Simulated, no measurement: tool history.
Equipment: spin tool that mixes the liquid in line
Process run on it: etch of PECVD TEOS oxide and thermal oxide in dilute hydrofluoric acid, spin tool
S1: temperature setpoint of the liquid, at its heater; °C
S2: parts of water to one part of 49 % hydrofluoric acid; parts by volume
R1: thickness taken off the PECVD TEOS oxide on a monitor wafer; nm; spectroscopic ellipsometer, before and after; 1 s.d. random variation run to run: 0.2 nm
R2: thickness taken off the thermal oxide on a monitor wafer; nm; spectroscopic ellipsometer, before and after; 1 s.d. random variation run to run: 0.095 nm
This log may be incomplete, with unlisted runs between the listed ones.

run 1 hour=0 | S1=22 S2=75 time_under_the_liquid_(s)=180 | R1=25.007 R2=11.642
run 2 hour=3.8 | S1=21.5 S2=75 time_under_the_liquid_(s)=180 | R1=24.291 R2=11.418
run 3 hour=5.6 | S1=21 S2=75 time_under_the_liquid_(s)=180 | R1=24.477 R2=11.223
run 4 hour=12.3 | S1=21 S2=80 time_under_the_liquid_(s)=180 | R1=22.794 R2=10.521
run 5 hour=20.2 | S1=21 S2=80 time_under_the_liquid_(s)=115 | R1=14.312 R2=6.7938
run 6 hour=20.9 | S1=22 S2=80 time_under_the_liquid_(s)=115 | R1=15 R2=7.0155

For run 7, what comes out?
run 7 hour=25.3 | S1=23 S2=80 time_under_the_liquid_(s)=115 | R1=? R2=?

R1: 15.442 nm
R2: 7.3325 nm
